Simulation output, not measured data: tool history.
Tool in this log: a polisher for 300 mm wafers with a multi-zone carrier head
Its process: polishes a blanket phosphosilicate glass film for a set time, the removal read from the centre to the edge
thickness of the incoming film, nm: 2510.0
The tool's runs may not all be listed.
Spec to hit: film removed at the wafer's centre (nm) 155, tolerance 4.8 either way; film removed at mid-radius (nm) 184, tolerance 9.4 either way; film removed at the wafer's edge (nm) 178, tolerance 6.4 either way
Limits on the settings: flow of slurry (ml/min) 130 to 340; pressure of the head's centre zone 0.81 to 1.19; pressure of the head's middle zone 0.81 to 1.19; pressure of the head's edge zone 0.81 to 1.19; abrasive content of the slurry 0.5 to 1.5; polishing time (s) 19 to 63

run    day  flow of slurry (ml/min)  pressure of the head's centre zone  pressure of the head's middle zone  pressure of the head's edge zone  abrasive content of the slurry  polishing time (s)  film removed at the wafer's centre (nm)  film removed at mid-radius (nm)  film removed at the wafer's edge (nm)
  1      0                      220                                   1                                   1                                 1                               1                  41                                   278.52                           316.02                                 312.25
  2  0.292                      175                                   1                                   1                                 1                               1                  41                                   262.07                           301.26                                 307.06
  3  0.567                      175                                0.96                                   1                                 1                               1                  41                                    254.4                           300.83                                 306.56
  4  0.892                      180                                0.95                                   1                              0.98                             0.9                  39                                   227.37                           276.06                                  277.7
  5  1.162                      180                                0.95                                   1                              0.98                             0.9                  48                                   283.84                           337.01                                 335.83
  6  1.325                      180                                0.95                                   1                              0.98                             0.9                  41                                   239.49                           282.49                                 289.08
  7  1.454                      190                                0.95                                1.01                              0.96                            0.85                  39                                   222.27                           270.54                                 265.63
     1.483  -- centre zone pressure recalibrated
  8  1.483                      195                                0.95                                   1                              0.94                             0.8                  38                                   238.33                           250.18                                 247.67

Which one of the following 4 next-run settings gets every result inside its allowed miss? There is exactly one.
  A  1.512                      240                                 1.1                                1.08                              0.83                               1                  43                                        ?                                ?                                      ?
  B  1.512                      210                                0.85                                0.94                              0.96                             0.9                  44                                        ?                                ?                                      ?
  C  1.512                      230                                1.07                                0.82                              0.82                             0.8                  61                                        ?                                ?                                      ?
  D  1.512                      175                                 0.9                                1.04                              0.99                             0.7                  29                                        ?                                ?                                      ?

move  film removed at the wafer's centre (nm)  film removed at mid-radius (nm)  film removed at the wafer's edge (nm)
   A                                   366.51                           349.68                                 302.38
   B                                   269.55                           297.75                                 309.28
   C                                   444.97                           351.76                                 377.91
   D                                   156.79                           177.98                                 174.31
A: its largest miss is bigger than the last run's
B: its largest miss is bigger than the last run's
C: its largest miss is bigger than the last run's
D: every result within its allowed miss
Answer: D
